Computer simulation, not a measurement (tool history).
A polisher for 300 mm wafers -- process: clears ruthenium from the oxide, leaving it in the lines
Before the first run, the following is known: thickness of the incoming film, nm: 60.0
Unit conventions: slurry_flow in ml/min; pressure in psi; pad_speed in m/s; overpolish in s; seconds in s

{"run": 1, "hour": 0.0, "slurry_flow": 310, "pressure": 1.4, "pad_speed": 0.84, "overpolish": 36, "seconds": 97.415}
{"run": 2, "hour": 8.7, "slurry_flow": 310, "pressure": 1.3, "pad_speed": 0.8, "overpolish": 36, "seconds": 104.03}
{"run": 3, "hour": 14.1, "slurry_flow": 310, "pressure": 1.3, "pad_speed": 0.8, "overpolish": 36, "seconds": 105.2}
{"run": 4, "hour": 21.6, "slurry_flow": 310, "pressure": 1.2, "pad_speed": 0.74, "overpolish": 36, "seconds": 122.4}
{"hour": 22.3, "done": "slurry nozzle cleaned"}
{"run": 5, "hour": 22.3, "slurry_flow": 380, "pressure": 1.2, "pad_speed": 0.74, "overpolish": 36, "seconds": 117.89}
{"run": 6, "hour": 28.4, "slurry_flow": 380, "pressure": 1.1, "pad_speed": 0.7, "overpolish": 36, "seconds": 135.59}
{"run": 7, "hour": 29.4, "slurry_flow": 380, "pressure": 1, "pad_speed": 0.68, "overpolish": 36, "seconds": 151.54}
{"run": 8, "hour": 36.0, "slurry_flow": 380, "pressure": 1, "pad_speed": 0.68, "overpolish": 36, "seconds": 155.06}

Run 9 comes next. What will it give?
{"run": 9, "hour": 41.4, "slurry_flow": 380, "pressure": 0.9, "pad_speed": 0.68, "overpolish": 36, "seconds": "?"}

seconds: 160.95 s

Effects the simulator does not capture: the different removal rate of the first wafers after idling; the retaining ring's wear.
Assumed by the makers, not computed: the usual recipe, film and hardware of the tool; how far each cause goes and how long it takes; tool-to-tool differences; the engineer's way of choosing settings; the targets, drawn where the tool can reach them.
